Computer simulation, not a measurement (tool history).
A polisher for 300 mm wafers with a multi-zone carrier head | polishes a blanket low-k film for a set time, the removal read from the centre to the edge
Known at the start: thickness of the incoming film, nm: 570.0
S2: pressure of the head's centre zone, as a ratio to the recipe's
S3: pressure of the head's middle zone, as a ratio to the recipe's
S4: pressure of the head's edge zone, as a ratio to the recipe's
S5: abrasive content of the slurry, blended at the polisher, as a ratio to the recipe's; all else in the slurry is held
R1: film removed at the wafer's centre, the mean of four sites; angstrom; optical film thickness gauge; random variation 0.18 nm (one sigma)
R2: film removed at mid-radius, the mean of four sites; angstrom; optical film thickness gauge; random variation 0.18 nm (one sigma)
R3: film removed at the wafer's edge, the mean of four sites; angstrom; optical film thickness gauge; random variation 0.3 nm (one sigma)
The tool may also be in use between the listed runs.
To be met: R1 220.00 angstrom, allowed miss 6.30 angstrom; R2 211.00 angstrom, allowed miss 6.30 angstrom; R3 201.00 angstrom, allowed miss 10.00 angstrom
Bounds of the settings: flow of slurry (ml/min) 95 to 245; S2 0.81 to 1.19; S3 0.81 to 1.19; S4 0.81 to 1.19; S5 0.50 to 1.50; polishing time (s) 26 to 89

Run 1, hour 0.0: flow of slurry (ml/min) 155, S2 1.00, S3 1.00, S4 1.00, S5 1.00, polishing time (s) 57. Result: R1 228.48 angstrom, R2 238.72 angstrom, R3 235.61 angstrom.
Run 2, hour 8.5: flow of slurry (ml/min) 150, S2 1.01, S3 0.99, S4 0.98, S5 1.00, polishing time (s) 57. Result: R1 229.20 angstrom, R2 234.67 angstrom, R3 231.92 angstrom.
Run 3, hour 10.8: flow of slurry (ml/min) 145, S2 1.01, S3 0.99, S4 0.96, S5 1.00, polishing time (s) 57. Result: R1 230.23 angstrom, R2 233.22 angstrom, R3 225.18 angstrom.
Run 4, hour 17.0: flow of slurry (ml/min) 145, S2 1.01, S3 0.91, S4 0.96, S5 1.00, polishing time (s) 57. Result: R1 229.12 angstrom, R2 217.84 angstrom, R3 230.19 angstrom.
Run 5, hour 25.0: flow of slurry (ml/min) 145, S2 1.01, S3 0.91, S4 0.96, S5 1.00, polishing time (s) 66. Result: R1 263.82 angstrom, R2 254.00 angstrom, R3 263.24 angstrom.
Run 6, hour 33.5: flow of slurry (ml/min) 140, S2 1.01, S3 0.91, S4 0.94, S5 0.95, polishing time (s) 66. Result: R1 259.40 angstrom, R2 248.39 angstrom, R3 254.12 angstrom.
Run 7, hour 37.1: flow of slurry (ml/min) 125, S2 0.99, S3 0.91, S4 0.84, S5 0.70, polishing time (s) 66. Result: R1 216.74 angstrom, R2 208.89 angstrom, R3 218.23 angstrom.
Run 8, hour 39.7: flow of slurry (ml/min) 125, S2 0.99, S3 0.91, S4 0.84, S5 0.70, polishing time (s) 66. Result: R1 215.04 angstrom, R2 209.30 angstrom, R3 214.87 angstrom.
Run 9, hour 45.2: flow of slurry (ml/min) 125, S2 1.00, S3 0.92, S4 0.84, S5 0.70, polishing time (s) 66. Result: R1 219.95 angstrom, R2 208.57 angstrom, R3 214.96 angstrom.
Run 10, hour 46.0: flow of slurry (ml/min) 125, S2 1.00, S3 0.93, S4 0.84, S5 0.70, polishing time (s) 66. Result: R1 217.43 angstrom, R2 212.20 angstrom, R3 215.30 angstrom.
Run 11, hour 47.6: flow of slurry (ml/min) 125, S2 1.01, S3 0.94, S4 0.84, S5 0.70, polishing time (s) 66. Result: R1 220.56 angstrom, R2 212.37 angstrom, R3 211.93 angstrom.
Run 12, hour 52.9: flow of slurry (ml/min) 125, S2 1.02, S3 0.96, S4 0.82, S5 0.70, polishing time (s) 66. Result: R1 219.29 angstrom, R2 218.87 angstrom, R3 216.13 angstrom.
Run 13, hour 58.5: flow of slurry (ml/min) 125, S2 1.03, S3 0.96, S4 0.82, S5 0.70, polishing time (s) 66. Result: R1 224.36 angstrom, R2 219.72 angstrom, R3 210.69 angstrom.

Which of these 4 next moves meets every target?
Run A, hour 64.1: flow of slurry (ml/min) 95, S2 0.99, S3 0.97, S4 0.83, S5 0.65, polishing time (s) 75. Result: R1 ?, R2 ?, R3 ?.
Run B, hour 64.1: flow of slurry (ml/min) 115, S2 0.93, S3 0.85, S4 0.83, S5 0.75, polishing time (s) 70. Result: R1 ?, R2 ?, R3 ?.
Run C, hour 64.1: flow of slurry (ml/min) 100, S2 1.05, S3 1.01, S4 0.83, S5 0.65, polishing time (s) 67. Result: R1 ?, R2 ?, R3 ?.
Run D, hour 64.1: flow of slurry (ml/min) 95, S2 1.11, S3 1.00, S4 0.81, S5 0.80, polishing time (s) 63. Result: R1 ?, R2 ?, R3 ?.

move      R1      R2      R3
   A  214.00  222.27  223.48
   B  214.23  209.38  230.83
   C  205.79  208.92  201.83
   D  217.62  208.72  203.01
A: further off than the last run
B: brings the result that was furthest off to its target, and leaves another outside
C: brings the result that was furthest off to its target, and leaves another outside
D: meets every target
The right move is D.
